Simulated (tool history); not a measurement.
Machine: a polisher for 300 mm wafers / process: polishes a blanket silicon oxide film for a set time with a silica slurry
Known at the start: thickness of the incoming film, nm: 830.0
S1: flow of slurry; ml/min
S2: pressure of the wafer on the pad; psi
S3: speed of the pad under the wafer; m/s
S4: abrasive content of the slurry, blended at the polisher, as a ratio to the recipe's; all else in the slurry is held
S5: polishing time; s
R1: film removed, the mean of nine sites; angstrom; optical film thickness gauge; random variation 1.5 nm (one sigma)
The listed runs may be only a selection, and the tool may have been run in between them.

{"run": 1, "hour": 0.0, "S1": 205, "S2": 4.3, "S3": 1.34, "S4": 1, "S5": 53, "R1": 1655.3}
{"run": 2, "hour": 3.8, "S1": 205, "S2": 4, "S3": 1.34, "S4": 1, "S5": 53, "R1": 1552.4}
{"run": 3, "hour": 9.2, "S1": 205, "S2": 4, "S3": 1.34, "S4": 0.8, "S5": 53, "R1": 1358.9}
{"run": 4, "hour": 14.1, "S1": 205, "S2": 3.8, "S3": 1.34, "S4": 0.8, "S5": 53, "R1": 1335.1}
{"run": 5, "hour": 22.1, "S1": 205, "S2": 4.2, "S3": 1.34, "S4": 0.8, "S5": 53, "R1": 1430.9}
{"run": 6, "hour": 26.4, "S1": 205, "S2": 4, "S3": 1.34, "S4": 0.8, "S5": 53, "R1": 1379.8}

Predict the results of run 7:
{"run": 7, "hour": 29.8, "S1": 205, "S2": 3.8, "S3": 1.34, "S4": 0.8, "S5": 53, "R1": "?"}

Run 7 gave R1 1286.5 angstrom.
